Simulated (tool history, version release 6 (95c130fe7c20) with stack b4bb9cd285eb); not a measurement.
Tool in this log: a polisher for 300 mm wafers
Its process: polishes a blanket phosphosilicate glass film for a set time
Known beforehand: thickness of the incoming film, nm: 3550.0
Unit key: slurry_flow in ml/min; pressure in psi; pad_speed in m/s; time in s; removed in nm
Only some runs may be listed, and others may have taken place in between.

Run 1, hour 0: slurry_flow 230 ml/min, pressure 4.2 psi, pad_speed 0.86 m/s, slurry_solids 1, time 23 s. Result: removed 207.42 nm.
Run 2, hour 3.4: slurry_flow 230 ml/min, pressure 4.1 psi, pad_speed 0.86 m/s, slurry_solids 1, time 23 s. Result: removed 204.11 nm.
Run 3, hour 5.3: slurry_flow 280 ml/min, pressure 4.1 psi, pad_speed 0.86 m/s, slurry_solids 1, time 23 s. Result: removed 212.95 nm.
Run 4, hour 13.8: slurry_flow 280 ml/min, pressure 4.1 psi, pad_speed 0.86 m/s, slurry_solids 1.2, time 23 s. Result: removed 231.03 nm.
Run 5, hour 16.5: slurry_flow 280 ml/min, pressure 3.9 psi, pad_speed 0.86 m/s, slurry_solids 1.2, time 23 s. Result: removed 215.89 nm.
Run 6, hour 24.3: slurry_flow 330 ml/min, pressure 3.9 psi, pad_speed 0.86 m/s, slurry_solids 1.2, time 23 s. Result: removed 223.28 nm.
Run 7, hour 29.6: slurry_flow 330 ml/min, pressure 3.8 psi, pad_speed 0.86 m/s, slurry_solids 1.2, time 23 s. Result: removed 216.27 nm.

Estimate the outcome of run 8 from the log above:
Run 8, hour 35.4: slurry_flow 330 ml/min, pressure 3.7 psi, pad_speed 0.86 m/s, slurry_solids 1.2, time 23 s. Result: removed ?.

removed: 213.38 nm
